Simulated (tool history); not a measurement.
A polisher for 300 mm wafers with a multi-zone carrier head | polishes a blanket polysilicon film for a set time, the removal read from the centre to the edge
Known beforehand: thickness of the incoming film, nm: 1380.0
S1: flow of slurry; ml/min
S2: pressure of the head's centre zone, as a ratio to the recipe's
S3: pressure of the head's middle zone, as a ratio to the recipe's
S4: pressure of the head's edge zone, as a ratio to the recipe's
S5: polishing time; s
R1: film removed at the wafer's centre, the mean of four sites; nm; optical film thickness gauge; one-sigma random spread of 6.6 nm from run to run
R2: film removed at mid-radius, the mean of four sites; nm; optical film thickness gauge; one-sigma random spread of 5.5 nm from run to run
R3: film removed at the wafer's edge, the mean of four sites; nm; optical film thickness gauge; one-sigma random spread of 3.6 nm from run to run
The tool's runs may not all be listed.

run 1 hour=0 | S1=130 S2=1 S3=1 S4=1 S5=57 | R1=414.29 R2=413.33 R3=411.33
run 2 hour=3.4 | S1=145 S2=1.03 S3=0.97 S4=1.06 S5=61 | R1=466.09 R2=442.37 R3=457.52
run 3 hour=6.9 | S1=150 S2=1.06 S3=0.93 S4=1.1 S5=65 | R1=518.06 R2=459.15 R3=502.8
run 4 hour=12.7 | S1=150 S2=1.06 S3=0.93 S4=1.07 S5=65 | R1=513.85 R2=453.85 R3=501.65
run 5 hour=20.8 | S1=120 S2=1.06 S3=0.93 S4=1.07 S5=65 | R1=491.23 R2=444.9 R3=477.12
run 6 hour=24.8 | S1=95 S2=1.06 S3=0.93 S4=1.07 S5=65 | R1=439.2 R2=413.97 R3=452.4
run 7 hour=30.3 | S1=125 S2=1.07 S3=0.92 S4=1.11 S5=66 | R1=495.65 R2=443.16 R3=495.33
run 8 hour=32.6 | S1=145 S2=1.08 S3=0.92 S4=1.14 S5=67 | R1=528.37 R2=466.39 R3=527.87
run 9 hour=35.6 | S1=160 S2=1.09 S3=0.91 S4=1.15 S5=67 | R1=550.33 R2=466.93 R3=536.32
run 10 hour=38.3 | S1=160 S2=1.09 S3=0.91 S4=1.15 S5=67 | R1=558.27 R2=478.16 R3=528.26
run 11 hour=46.3 | S1=170 S2=1.09 S3=0.89 S4=1.16 S5=68 | R1=567.74 R2=473.43 R3=551.89
run 12 hour=53.6 | S1=175 S2=1.1 S3=0.89 S4=1.17 S5=68 | R1=573.63 R2=479.42 R3=551.68
run 13 hour=58.2 | S1=180 S2=1.11 S3=0.88 S4=1.18 S5=69 | R1=596.49 R2=486.46 R3=568.71

Predict the results of run 14:
run 14 hour=64.6 | S1=185 S2=1.11 S3=0.88 S4=1.18 S5=69 | R1=? R2=? R3=?

{"run 14": {"R1": 588.28, "R2": 484.28, "R3": 570.32}}
